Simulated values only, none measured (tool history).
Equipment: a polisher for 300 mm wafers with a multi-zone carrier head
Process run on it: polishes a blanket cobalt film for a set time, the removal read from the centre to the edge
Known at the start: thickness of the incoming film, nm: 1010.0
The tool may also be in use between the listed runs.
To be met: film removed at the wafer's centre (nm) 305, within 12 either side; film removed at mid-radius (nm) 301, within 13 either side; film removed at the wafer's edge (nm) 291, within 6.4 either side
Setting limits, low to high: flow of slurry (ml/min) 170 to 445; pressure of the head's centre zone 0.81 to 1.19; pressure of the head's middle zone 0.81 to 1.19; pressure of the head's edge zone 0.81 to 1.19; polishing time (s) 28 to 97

run	day	flow of slurry (ml/min)	pressure of the head's centre zone	pressure of the head's middle zone	pressure of the head's edge zone	polishing time (s)	film removed at the wafer's centre (nm)	film removed at mid-radius (nm)	film removed at the wafer's edge (nm)
1	0	285	1	1	1	62	244.17	251.56	243
2	0.233	220	1	1	1	62	238.68	241.87	235.87
3	0.575	240	1.02	1.02	1.03	63	251.87	258.12	247.56
4	0.912	295	1.02	1.02	1.03	63	260.53	260.14	253.14
5	1.008	310	1.03	1.04	1.06	63	262.61	271.13	260
6	1.283	320	1.05	1.05	1.08	63	268.77	265.8	258.2
7	1.462	320	1.05	1.05	1.08	63	266.56	277.04	259.43
8	1.538	330	1.06	1.05	1.1	64	276.02	274.72	269.27
9	1.879	340	1.07	1.06	1.11	64	271.38	277.28	268.83
10	2.046	345	1.09	1.07	1.12	65	284.2	283.95	277.93
11	2.312	350	1.1	1.08	1.12	65	293.72	286.23	271.98
12	2.438	355	1.1	1.08	1.13	65	291.76	287.5	279.32
13	2.638	360	1.1	1.09	1.14	65	297.6	292.46	277.59

Pick the move, out of 5, that brings all results within their allowed miss; only one does.
A	2.838	350	1.01	1.07	1.13	68	?	?	?
B	2.838	355	1.05	1.02	1.19	69	?	?	?
C	2.838	325	1.09	1.08	1.14	69	?	?	?
D	2.838	335	1.12	1.09	1.04	65	?	?	?
E	2.838	370	1.07	1.01	1.19	69	?	?	?

move	film removed at the wafer's centre (nm)	film removed at mid-radius (nm)	film removed at the wafer's edge (nm)
A	280.52	301.09	292.04
B	296.3	293.62	304.89
C	305.08	305.72	296.09
D	296.31	291.11	266.87
E	303.14	292.18	305.76
A: puts the biggest miss on target and leaves a different result outside tolerance
B: takes the result that was furthest off past its target
C: every result within its allowed miss
D: misses by more than the last run did
E: takes the result that was furthest off past its target
The right move is C.
